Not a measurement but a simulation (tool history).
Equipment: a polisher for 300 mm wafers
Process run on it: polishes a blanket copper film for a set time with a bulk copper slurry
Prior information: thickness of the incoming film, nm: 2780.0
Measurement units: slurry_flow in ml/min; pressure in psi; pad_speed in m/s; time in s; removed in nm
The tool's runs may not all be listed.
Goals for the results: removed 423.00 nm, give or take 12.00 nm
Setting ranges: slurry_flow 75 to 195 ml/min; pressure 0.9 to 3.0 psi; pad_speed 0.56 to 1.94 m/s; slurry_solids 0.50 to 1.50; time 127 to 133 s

| run | day | slurry_flow | pressure | pad_speed | slurry_solids | time | removed |
|---|---|---|---|---|---|---|---|
| 1 | 0.000 | 125 | 1.9 | 1.24 | 1.00 | 127 | 1047.20 |
| 2 | 0.275 | 125 | 1.9 | 1.42 | 1.00 | 127 | 1200.50 |
| 3 | 0.396 | 125 | 2.2 | 1.42 | 1.00 | 127 | 1375.90 |
| 4 | 0.588 | 120 | 2.0 | 1.30 | 1.00 | 127 | 1158.80 |
| 5 | 0.888 | 120 | 2.0 | 1.30 | 1.10 | 127 | 1180.90 |
| 6 | 1.029 | 120 | 1.8 | 1.18 | 1.10 | 127 | 964.53 |
| 7 | 1.262 | 115 | 1.6 | 1.10 | 1.10 | 127 | 802.00 |
| 8 | 1.521 | 110 | 1.5 | 1.04 | 1.10 | 127 | 712.29 |
| 9 | 1.550 | 105 | 1.4 | 1.00 | 1.10 | 127 | 634.08 |
| 10 | 1.767 | 80 | 0.9 | 0.90 | 1.10 | 127 | 358.45 |
| 11 | 1.792 | 85 | 0.9 | 0.90 | 1.10 | 127 | 365.44 |
| 12 | 1.888 | 85 | 0.9 | 0.90 | 1.10 | 127 | 362.27 |
| 13 | 2.088 | 120 | 1.1 | 0.90 | 1.10 | 127 | 467.42 |
| 14 | 2.454 | 115 | 1.1 | 0.90 | 1.10 | 127 | 459.21 |
| 15 | 2.800 | 110 | 1.1 | 0.90 | 1.10 | 127 | 458.57 |
| 16 | 2.829 | 110 | 1.1 | 0.90 | 1.10 | 127 | 458.75 |
| 17 | 3.179 | 105 | 1.1 | 0.90 | 1.10 | 127 | 449.80 |
| 18 | 3.375 | 100 | 1.1 | 0.90 | 1.10 | 127 | 457.08 |

Exactly one of the 5 candidate moves below puts every result within its allowed miss. Which one?
| A | 3.571 | 150 | 1.2 | 0.94 | 0.95 | 127 | ? |
| B | 3.571 | 115 | 1.0 | 0.90 | 1.35 | 133 | ? |
| C | 3.571 | 135 | 1.1 | 0.80 | 1.05 | 130 | ? |
| D | 3.571 | 100 | 1.1 | 0.94 | 1.15 | 133 | ? |
| E | 3.571 | 110 | 0.9 | 0.98 | 0.95 | 127 | ? |

| move | removed |
|---|---|
| A | 530.65 |
| B | 462.45 |
| C | 430.43 |
| D | 500.12 |
| E | 402.23 |
A: further off than the last run
B: further off than the last run
C: each result inside its tolerance
D: further off than the last run
E: pushes the last run's worst result past its target
Correct choice: C, which meets every target
